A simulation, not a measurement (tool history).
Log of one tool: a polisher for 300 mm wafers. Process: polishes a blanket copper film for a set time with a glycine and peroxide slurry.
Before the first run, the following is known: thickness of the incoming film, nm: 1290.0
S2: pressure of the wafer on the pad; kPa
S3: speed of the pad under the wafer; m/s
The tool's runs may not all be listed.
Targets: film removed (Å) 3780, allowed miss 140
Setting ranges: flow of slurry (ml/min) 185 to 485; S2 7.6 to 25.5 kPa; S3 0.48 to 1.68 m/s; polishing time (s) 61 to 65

run 1 day=0 | flow_of_slurry_(ml/min)=310 S2=16.5 S3=1.08 polishing_time_(s)=61 | film_removed_(Å)=2937.9
run 2 day=0.1 | flow_of_slurry_(ml/min)=310 S2=16.5 S3=0.82 polishing_time_(s)=61 | film_removed_(Å)=2453.4
run 3 day=0.375 | flow_of_slurry_(ml/min)=235 S2=16.5 S3=0.82 polishing_time_(s)=61 | film_removed_(Å)=2293.9
run 4 day=0.429 | flow_of_slurry_(ml/min)=275 S2=19.3 S3=0.84 polishing_time_(s)=61 | film_removed_(Å)=2722.5
run 5 day=0.725 | flow_of_slurry_(ml/min)=275 S2=19.3 S3=0.6 polishing_time_(s)=61 | film_removed_(Å)=2237.8
run 6 day=1.033 | flow_of_slurry_(ml/min)=275 S2=19.3 S3=0.6 polishing_time_(s)=65 | film_removed_(Å)=2299
run 7 day=1.333 | flow_of_slurry_(ml/min)=285 S2=23.4 S3=0.9 polishing_time_(s)=65 | film_removed_(Å)=3598.9
run 8 day=1.367 | flow_of_slurry_(ml/min)=285 S2=23.4 S3=0.9 polishing_time_(s)=65 | film_removed_(Å)=3515.8

Exactly one of the 5 candidate moves below puts every result within its allowed miss. Which one?
run A day=1.4 | flow_of_slurry_(ml/min)=420 S2=25.5 S3=0.7 polishing_time_(s)=61 | film_removed_(Å)=?
run B day=1.4 | flow_of_slurry_(ml/min)=255 S2=22.8 S3=0.92 polishing_time_(s)=65 | film_removed_(Å)=?
run C day=1.4 | flow_of_slurry_(ml/min)=250 S2=21.4 S3=0.82 polishing_time_(s)=63 | film_removed_(Å)=?
run D day=1.4 | flow_of_slurry_(ml/min)=285 S2=22.1 S3=0.8 polishing_time_(s)=65 | film_removed_(Å)=?
run E day=1.4 | flow_of_slurry_(ml/min)=260 S2=25.5 S3=0.98 polishing_time_(s)=61 | film_removed_(Å)=?

move=A film_removed_(Å)=3240.8
move=B film_removed_(Å)=3499.3
move=C film_removed_(Å)=2962.2
move=D film_removed_(Å)=3164.9
move=E film_removed_(Å)=3802.9
A: its largest miss is bigger than the last run's
B: its largest miss is bigger than the last run's
C: its largest miss is bigger than the last run's
D: its largest miss is bigger than the last run's
E: every result within its allowed miss
Answer: E

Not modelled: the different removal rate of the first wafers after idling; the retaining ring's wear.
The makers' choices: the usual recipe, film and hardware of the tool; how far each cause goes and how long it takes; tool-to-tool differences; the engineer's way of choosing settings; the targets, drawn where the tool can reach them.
